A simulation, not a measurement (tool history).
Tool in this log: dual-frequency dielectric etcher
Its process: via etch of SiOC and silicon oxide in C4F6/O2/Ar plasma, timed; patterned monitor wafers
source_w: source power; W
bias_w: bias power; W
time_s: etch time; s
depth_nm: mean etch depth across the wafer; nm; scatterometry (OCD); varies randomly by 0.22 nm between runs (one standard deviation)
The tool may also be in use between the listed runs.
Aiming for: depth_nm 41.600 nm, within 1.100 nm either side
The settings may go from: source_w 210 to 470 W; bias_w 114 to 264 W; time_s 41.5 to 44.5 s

run	day	source_w	bias_w	time_s	depth_nm
1	0.000	340	189	44.5	50.303
2	0.025	330	184	44.5	49.243
3	0.354	350	184	44.5	49.818
4	0.704	330	184	44.5	49.348
5	0.988	330	184	41.5	45.745
6	1.079	330	168	41.5	44.777
7	1.121	320	166	41.5	43.655
8	1.175	320	165	41.5	43.690
9	1.421	320	164	41.5	43.723
10	1.471	320	163	41.5	43.464
11	1.771	320	162	41.5	43.281
12	1.842	320	161	41.5	43.272
13	1.962	320	160	41.5	42.792

Exactly one of the 5 candidate moves below puts every result within its allowed miss. Which one?
A	2.083	210	174	43.5	?
B	2.083	330	145	44.0	?
C	2.083	350	148	42.5	?
D	2.083	340	167	41.5	?
E	2.083	300	156	44.5	?

move	depth_nm
A	42.139
B	44.425
C	43.985
D	44.719
E	45.088
A: in spec on every target
B: moves away from the targets compared with the last run
C: moves away from the targets compared with the last run
D: moves away from the targets compared with the last run
E: moves away from the targets compared with the last run
The right move is A.
